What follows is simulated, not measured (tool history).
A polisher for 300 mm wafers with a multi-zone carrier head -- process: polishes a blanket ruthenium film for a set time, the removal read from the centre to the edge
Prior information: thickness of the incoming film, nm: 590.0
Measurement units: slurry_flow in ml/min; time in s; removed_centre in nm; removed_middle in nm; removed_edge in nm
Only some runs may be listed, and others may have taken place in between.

run,hour,slurry_flow,centre_zone,middle_zone,edge_zone,time,removed_centre,removed_middle,removed_edge
1,0.0,255,1.00,1.00,1.00,75,77.247,73.754,80.040
2,1.3,255,1.06,1.00,1.00,75,79.705,74.450,78.521
3,2.8,255,1.06,1.00,1.03,75,81.294,73.734,78.553
4,10.8,250,1.04,1.02,1.02,73,76.502,74.381,77.012
5,11.7,245,1.03,1.03,1.01,71,73.306,72.000,75.088
6,16.1,245,1.03,1.03,1.01,82,85.885,82.474,86.014

Run 7 is up next; what results do you expect?
7,24.9,230,0.93,1.02,0.91,66,?,?,?

{"run 7": {"removed_centre": 62.06, "removed_middle": 66.961, "removed_edge": 63.79}}
